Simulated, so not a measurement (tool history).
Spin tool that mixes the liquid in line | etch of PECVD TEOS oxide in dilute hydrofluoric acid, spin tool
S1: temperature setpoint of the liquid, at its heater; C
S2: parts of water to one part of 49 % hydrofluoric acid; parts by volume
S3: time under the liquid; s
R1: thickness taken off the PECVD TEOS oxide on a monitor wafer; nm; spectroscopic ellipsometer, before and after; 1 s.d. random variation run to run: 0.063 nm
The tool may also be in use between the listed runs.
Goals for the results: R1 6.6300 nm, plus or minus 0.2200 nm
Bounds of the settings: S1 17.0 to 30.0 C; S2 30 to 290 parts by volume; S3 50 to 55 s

run	hour	S1	S2	S3	R1
1	0.0	22.0	160	50	7.5692
2	8.5	22.0	135	50	9.1087
3	9.2	21.0	140	50	8.3296
4	11.8	20.0	140	50	8.1633
5	17.6	19.5	145	50	7.6867
6	21.4	19.0	145	50	7.4996
7	26.1	18.5	145	50	7.4844
8	30.9	18.0	145	50	7.2276

Next run, 4 choices. One meets every target within its allowed miss, the rest don't. Which?
A	35.7	18.0	180	55	?
B	35.7	17.0	140	50	?
C	35.7	22.5	190	50	?
D	35.7	18.5	175	55	?

move	R1
A	6.1834
B	7.2145
C	6.2796
D	6.5195
A: the result that was furthest off in the last run now lies on the other side of its target
B: no better and no worse than the last run
C: the result that was furthest off in the last run now lies on the other side of its target
D: meets every target
Answer: D

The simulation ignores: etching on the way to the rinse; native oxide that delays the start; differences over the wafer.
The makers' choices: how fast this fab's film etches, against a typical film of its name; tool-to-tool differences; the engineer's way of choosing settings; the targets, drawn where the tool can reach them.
